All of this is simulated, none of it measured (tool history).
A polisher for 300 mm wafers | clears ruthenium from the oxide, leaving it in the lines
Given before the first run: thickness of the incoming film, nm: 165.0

run	hour	flow of slurry (ml/min)	pressure of the wafer on the pad (kPa)	speed of the pad under the wafer (cm/s)	overpolish time after the end point (s)	time until the end point was called (s)
1	0.0	135	13.8	90	36	181.29
2	8.6	135	13.8	90	36	183.60
3	13.7	135	13.8	90	38	178.21
4	20.6	130	11.7	90	38	210.01
5	21.7	125	10.3	90	38	242.34
6	23.5	120	9.7	90	38	260.07
7	30.8	115	9.7	90	38	264.02
8	39.5	100	8.3	90	38	316.72
9	44.3	125	8.3	90	38	304.80

Run 10 is up next; what results do you expect?
10	45.7	125	9.0	90	38	?

time until the end point was called (s): 278.68

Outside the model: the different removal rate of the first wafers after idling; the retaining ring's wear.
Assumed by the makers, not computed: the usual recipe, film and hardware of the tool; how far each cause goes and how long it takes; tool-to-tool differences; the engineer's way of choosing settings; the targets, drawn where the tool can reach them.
